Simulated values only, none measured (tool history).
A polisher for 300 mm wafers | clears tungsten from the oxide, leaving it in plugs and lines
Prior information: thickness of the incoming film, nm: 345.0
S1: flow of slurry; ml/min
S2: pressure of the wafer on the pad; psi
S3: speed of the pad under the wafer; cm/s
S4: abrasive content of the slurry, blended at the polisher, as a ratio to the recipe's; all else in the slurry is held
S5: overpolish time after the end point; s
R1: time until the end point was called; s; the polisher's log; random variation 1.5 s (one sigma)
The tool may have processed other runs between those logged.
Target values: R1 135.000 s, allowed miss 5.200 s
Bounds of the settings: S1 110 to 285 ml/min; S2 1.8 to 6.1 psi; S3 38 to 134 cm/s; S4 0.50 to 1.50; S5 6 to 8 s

| run | hour | S1 | S2 | S3 | S4 | S5 | R1 |
|---|---|---|---|---|---|---|---|
| 1 | 0.0 | 180 | 3.9 | 86 | 1.00 | 8 | 91.517 |
| 2 | 5.8 | 180 | 3.9 | 86 | 0.85 | 8 | 96.373 |
| 3 | 10.9 | 180 | 3.4 | 86 | 0.85 | 8 | 106.650 |
| 4 | 15.5 | 180 | 3.3 | 86 | 0.85 | 8 | 108.470 |
| 5 | 17.7 | 180 | 3.3 | 86 | 1.00 | 8 | 104.680 |
| 6 | 25.6 | 180 | 3.3 | 78 | 1.00 | 8 | 115.510 |
| 7 | 28.0 | 180 | 3.2 | 78 | 1.00 | 8 | 122.130 |
| 8 | 35.7 | 175 | 3.0 | 78 | 1.00 | 8 | 125.950 |

Which of these 4 next moves meets every target?
| A | 43.4 | 155 | 3.3 | 80 | 1.00 | 8 | ? |
| B | 43.4 | 200 | 2.5 | 86 | 0.90 | 8 | ? |
| C | 43.4 | 180 | 2.8 | 90 | 0.95 | 6 | ? |
| D | 43.4 | 175 | 3.6 | 78 | 0.85 | 6 | ? |

| move | R1 |
|---|---|
| A | 116.320 |
| B | 135.960 |
| C | 118.250 |
| D | 112.960 |
A: its largest miss is bigger than the last run's
B: in spec on every target
C: its largest miss is bigger than the last run's
D: its largest miss is bigger than the last run's
B meets every target.
